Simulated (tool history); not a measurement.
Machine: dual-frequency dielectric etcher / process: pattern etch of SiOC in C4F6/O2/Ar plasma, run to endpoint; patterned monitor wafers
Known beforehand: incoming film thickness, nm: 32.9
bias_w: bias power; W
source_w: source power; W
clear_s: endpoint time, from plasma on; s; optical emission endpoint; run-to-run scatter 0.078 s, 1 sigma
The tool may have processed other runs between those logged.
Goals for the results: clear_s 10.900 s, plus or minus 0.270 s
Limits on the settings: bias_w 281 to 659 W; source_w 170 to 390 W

run  hour  bias_w  source_w  clear_s
  1   0.0     470       280   12.733
  2   3.3     490       280   12.473
  3   5.5     430       280   12.980
  4  13.6     452       290   12.834
  5  20.1     416       290   12.994
  6  26.7     416       250   13.470
  7  34.8     510       310   12.071
  8  37.0     525       310   12.074
  9  37.7     541       320   11.830
 10  41.1     554       320   11.808
 11  43.1     566       330   11.490
 12  49.4     574       330   11.491

Which of these 5 next moves meets every target?
  A  55.7     587       280        ?
  B  55.7     594       280        ?
  C  55.7     508       340        ?
  D  55.7     403       320        ?
  E  55.7     659       350        ?

move  clear_s
   A   12.182
   B   12.148
   C   11.805
   D   12.626
   E   11.013
A: misses by more than the last run did
B: misses by more than the last run did
C: misses by more than the last run did
D: misses by more than the last run did
E: each result inside its tolerance
So the answer is move E, the one that meets all the targets.
